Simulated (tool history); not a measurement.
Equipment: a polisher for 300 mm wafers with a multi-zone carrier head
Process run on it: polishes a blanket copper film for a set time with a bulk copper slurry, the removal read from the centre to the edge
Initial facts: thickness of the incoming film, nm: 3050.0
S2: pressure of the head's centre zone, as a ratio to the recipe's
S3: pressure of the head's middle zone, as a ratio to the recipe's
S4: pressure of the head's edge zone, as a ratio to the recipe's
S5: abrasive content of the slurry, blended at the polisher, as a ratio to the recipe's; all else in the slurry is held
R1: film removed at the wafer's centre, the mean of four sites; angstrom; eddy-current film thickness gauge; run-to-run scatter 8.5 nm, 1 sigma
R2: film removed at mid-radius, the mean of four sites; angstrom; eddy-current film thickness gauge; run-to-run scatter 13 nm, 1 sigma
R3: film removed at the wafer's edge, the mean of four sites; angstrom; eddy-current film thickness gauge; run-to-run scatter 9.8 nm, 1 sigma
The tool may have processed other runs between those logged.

{"run": 1, "day": 0.0, "flow of slurry (ml/min)": 205, "S2": 1.0, "S3": 1.0, "S4": 1.0, "S5": 1.0, "polishing time (s)": 83, "R1": 8217.8, "R2": 8160.1, "R3": 8361.6}
{"run": 2, "day": 0.279, "flow of slurry (ml/min)": 215, "S2": 1.04, "S3": 1.01, "S4": 1.0, "S5": 1.05, "polishing time (s)": 83, "R1": 8833.7, "R2": 8351.2, "R3": 8306.4}
{"run": 3, "day": 0.462, "flow of slurry (ml/min)": 225, "S2": 1.06, "S3": 1.01, "S4": 1.02, "S5": 1.1, "polishing time (s)": 83, "R1": 8911.5, "R2": 8743.7, "R3": 8646.5}
{"run": 4, "day": 0.721, "flow of slurry (ml/min)": 225, "S2": 1.06, "S3": 1.01, "S4": 1.02, "S5": 1.1, "polishing time (s)": 100, "R1": 10921.0, "R2": 10209.0, "R3": 10611.0}
{"run": 5, "day": 0.988, "flow of slurry (ml/min)": 185, "S2": 1.06, "S3": 1.01, "S4": 1.02, "S5": 1.1, "polishing time (s)": 100, "R1": 10436.0, "R2": 9907.5, "R3": 10242.0}
{"run": 6, "day": 1.242, "flow of slurry (ml/min)": 185, "S2": 1.06, "S3": 1.01, "S4": 1.07, "S5": 1.1, "polishing time (s)": 100, "R1": 10569.0, "R2": 9965.1, "R3": 10484.0}
{"run": 7, "day": 1.538, "flow of slurry (ml/min)": 180, "S2": 1.08, "S3": 1.01, "S4": 1.04, "S5": 1.05, "polishing time (s)": 100, "R1": 10775.0, "R2": 9536.2, "R3": 10238.0}
{"run": 8, "day": 1.842, "flow of slurry (ml/min)": 180, "S2": 1.08, "S3": 1.01, "S4": 1.04, "S5": 1.05, "polishing time (s)": 100, "R1": 10532.0, "R2": 9965.0, "R3": 10261.0}
{"run": 9, "day": 2.142, "flow of slurry (ml/min)": 175, "S2": 1.1, "S3": 0.99, "S4": 1.0, "S5": 1.0, "polishing time (s)": 100, "R1": 10653.0, "R2": 9813.1, "R3": 10188.0}

Run 10, settings as shown, results not yet in. Your forecast:
{"run": 10, "day": 2.217, "flow of slurry (ml/min)": 190, "S2": 1.12, "S3": 1.0, "S4": 1.0, "S5": 0.9, "polishing time (s)": 98, "R1": "?", "R2": "?", "R3": "?"}

Run 10 gave R1 10570.0 angstrom, R2 9696.8 angstrom, R3 9626.9 angstrom.
